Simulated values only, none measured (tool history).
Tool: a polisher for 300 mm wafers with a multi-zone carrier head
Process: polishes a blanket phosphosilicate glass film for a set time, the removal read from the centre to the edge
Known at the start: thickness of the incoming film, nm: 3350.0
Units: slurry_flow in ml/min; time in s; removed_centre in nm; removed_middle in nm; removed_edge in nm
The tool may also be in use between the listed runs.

run  hour  slurry_flow  centre_zone  middle_zone  edge_zone  slurry_solids  time  removed_centre  removed_middle  removed_edge
  1   0.0          150         1.00         1.00       1.00           1.00    75          900.71          917.79        912.58
  2   8.9          160         1.02         1.01       1.02           1.00    75          925.80          926.25        921.93
  3  10.6          160         0.94         1.01       1.02           1.00    75          853.46          931.42        921.05
  4  17.1          160         0.94         1.01       1.02           0.80    75          762.98          823.40        833.18
  5  18.9          160         0.94         1.01       1.08           0.80    75          758.78          819.34        824.54
  6  27.8          160         0.94         1.05       1.08           0.80    75          754.95          843.19        821.91
  7  32.8          165         0.96         1.04       1.08           0.90    75          832.12          906.94        922.01
  8  36.1          205         1.06         1.12       1.07           0.90    75          943.65          995.11        913.85
  9  42.6          205         1.07         1.12       1.09           0.95    75          980.15         1017.80        951.63

The next listed run, before its measurement:
 10  50.9          205         1.08         1.12       1.11           0.95    75               ?               ?             ?

Run 10 gave removed_centre 988.99 nm, removed_middle 1023.20 nm, removed_edge 958.08 nm.

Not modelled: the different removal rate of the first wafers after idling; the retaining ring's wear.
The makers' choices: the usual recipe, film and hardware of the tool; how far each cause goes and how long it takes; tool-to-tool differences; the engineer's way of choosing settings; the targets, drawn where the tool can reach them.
